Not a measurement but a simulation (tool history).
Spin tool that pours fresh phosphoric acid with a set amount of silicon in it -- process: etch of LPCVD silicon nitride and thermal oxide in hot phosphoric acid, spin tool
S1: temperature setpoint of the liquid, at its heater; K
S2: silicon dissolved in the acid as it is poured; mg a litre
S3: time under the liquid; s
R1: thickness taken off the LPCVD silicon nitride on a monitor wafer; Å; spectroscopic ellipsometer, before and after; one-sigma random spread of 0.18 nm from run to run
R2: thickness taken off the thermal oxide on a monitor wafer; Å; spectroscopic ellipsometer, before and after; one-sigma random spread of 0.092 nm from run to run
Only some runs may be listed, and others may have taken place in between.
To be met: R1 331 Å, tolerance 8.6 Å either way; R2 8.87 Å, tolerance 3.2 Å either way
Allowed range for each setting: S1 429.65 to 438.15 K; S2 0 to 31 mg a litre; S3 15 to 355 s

| run | day | S1 | S2 | S3 | R1 | R2 |
|---|---|---|---|---|---|---|
| 1 | 0 | 433.15 | 13.5 | 180 | 181.23 | 4.4997 |
| 2 | 0.292 | 432.15 | 13.5 | 180 | 175.69 | 3.6046 |
| 3 | 0.479 | 432.15 | 13.5 | 140 | 134.43 | 2.8563 |
| 4 | 0.554 | 432.15 | 13.5 | 175 | 169.25 | 3.0689 |
| 5 | 0.808 | 433.15 | 14.5 | 205 | 206.71 | 3.7878 |
| 6 | 1.042 | 435.15 | 14.5 | 205 | 217.34 | 5.1536 |
| 7 | 1.096 | 435.65 | 13.5 | 225 | 246.32 | 5.6031 |
| 8 | 1.412 | 436.15 | 12 | 240 | 265.74 | 6.3398 |
| 9 | 1.679 | 436.65 | 11.5 | 250 | 280.14 | 7.552 |
| 10 | 1.95 | 437.15 | 12 | 255 | 292.3 | 7.2836 |
| 11 | 2.238 | 437.15 | 11.5 | 260 | 297.31 | 8.4882 |

Which of these 4 next moves meets every target?
| A | 2.525 | 436.65 | 11.5 | 265 | ? | ? |
| B | 2.525 | 437.15 | 0 | 240 | ? | ? |
| C | 2.525 | 437.65 | 11 | 285 | ? | ? |
| D | 2.525 | 436.65 | 23 | 250 | ? | ? |

| move | R1 | R2 |
|---|---|---|
| A | 298.63 | 6.6228 |
| B | 274.95 | 7.865 |
| C | 331.93 | 7.7482 |
| D | 281.72 | 4.5962 |
A: roughly where the last run was
B: the biggest miss grows against the last run
C: in spec on every target
D: the biggest miss grows against the last run
Go with C: it meets all targets.

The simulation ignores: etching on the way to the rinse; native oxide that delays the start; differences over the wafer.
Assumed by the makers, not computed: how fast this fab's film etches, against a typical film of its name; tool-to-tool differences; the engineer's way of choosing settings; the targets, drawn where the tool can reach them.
